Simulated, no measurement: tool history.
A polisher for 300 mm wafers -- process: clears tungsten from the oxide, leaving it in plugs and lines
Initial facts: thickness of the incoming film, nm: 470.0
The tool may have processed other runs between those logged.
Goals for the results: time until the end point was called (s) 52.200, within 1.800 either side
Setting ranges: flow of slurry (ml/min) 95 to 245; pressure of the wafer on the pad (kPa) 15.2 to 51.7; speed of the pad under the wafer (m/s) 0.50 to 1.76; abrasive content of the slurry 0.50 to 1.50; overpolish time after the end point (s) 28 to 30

run,hour,flow of slurry (ml/min),pressure of the wafer on the pad (kPa),speed of the pad under the wafer (m/s),abrasive content of the slurry,overpolish time after the end point (s),time until the end point was called (s)
1,0.0,155,33.1,1.12,1.00,28,75.578
2,1.0,160,35.2,1.12,1.00,28,71.384
3,7.4,160,37.2,1.12,1.00,28,68.911
4,15.1,175,37.2,1.12,1.00,28,67.670
5,22.6,175,37.2,0.84,1.00,28,89.765
6,23.8,175,37.2,0.84,0.85,28,96.051
7,30.5,175,40.0,0.88,0.85,28,86.167
8,32.1,195,49.6,1.08,0.85,28,57.631
9,36.4,195,51.0,1.12,0.85,28,54.914

Below are 5 possible settings for the next run. Only one of them brings all results inside the allowed miss of their targets. Which is it?
A,40.7,200,49.6,1.08,0.85,30,?
B,40.7,215,51.7,1.08,0.70,28,?
C,40.7,220,44.8,1.16,0.85,28,?
D,40.7,215,51.7,1.08,0.80,29,?
E,40.7,195,51.0,1.18,0.85,30,?

move,time until the end point was called (s)
A,57.557
B,59.529
C,57.788
D,56.382
E,51.788
A: further off than the last run
B: further off than the last run
C: further off than the last run
D: further off than the last run
E: each result inside its tolerance
E meets every target.

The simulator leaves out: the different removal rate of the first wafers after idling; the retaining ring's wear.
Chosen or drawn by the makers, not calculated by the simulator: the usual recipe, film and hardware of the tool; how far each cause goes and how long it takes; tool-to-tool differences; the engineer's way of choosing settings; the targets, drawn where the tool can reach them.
